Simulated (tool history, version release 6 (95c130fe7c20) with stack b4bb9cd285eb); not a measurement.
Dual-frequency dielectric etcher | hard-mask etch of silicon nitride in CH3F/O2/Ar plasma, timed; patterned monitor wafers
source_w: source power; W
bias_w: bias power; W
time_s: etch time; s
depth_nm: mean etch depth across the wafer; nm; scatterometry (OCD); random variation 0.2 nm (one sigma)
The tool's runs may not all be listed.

run	hour	source_w	bias_w	time_s	depth_nm
1	0	330	52	187	108.26
2	4.4	330	52	194.5	113.13
3	9	300	49	194	104.87
4	12.2	300	49	194.5	105.13
5	20.1	300	41	194.5	99.724
6	21.4	300	50	194.5	105.94

The next listed run, before its measurement:
# hour 27.9: wet clean of the chamber
7	27.9	300	50	194.5	?

{"run 7": {"depth_nm": 110.77}}

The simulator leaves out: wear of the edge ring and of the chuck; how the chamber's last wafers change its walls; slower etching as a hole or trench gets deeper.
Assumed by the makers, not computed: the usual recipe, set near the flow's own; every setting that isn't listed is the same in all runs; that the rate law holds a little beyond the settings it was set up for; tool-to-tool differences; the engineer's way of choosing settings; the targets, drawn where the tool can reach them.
